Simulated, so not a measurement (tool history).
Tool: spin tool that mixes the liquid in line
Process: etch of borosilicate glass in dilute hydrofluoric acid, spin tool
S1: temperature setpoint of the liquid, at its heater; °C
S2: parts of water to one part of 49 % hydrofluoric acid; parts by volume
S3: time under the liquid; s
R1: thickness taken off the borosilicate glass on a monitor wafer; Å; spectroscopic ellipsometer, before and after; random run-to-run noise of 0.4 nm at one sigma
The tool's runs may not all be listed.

run    day    S1   S2   S3      R1
  1  0.000  24.0  245  185  173.87
  2  0.329  22.0  245  185  165.93
  3  0.458  22.0  245  195  173.22
  4  0.604  23.5  225  195  203.59
  5  0.971  23.5  225  185  192.18
  6  1.125  23.5  290  185  142.07
  7  1.271  24.5  260  185  166.93
  8  1.300  25.5  235  185  193.70
  9  1.446  26.5  215  185  227.79
 10  1.517  27.5  200  185  254.47
 11  1.558  28.0  190  185  276.23

Run 12 comes next. What will it give?
 12  1.833  32.0  120  185   ?

R1: 566.33 Å
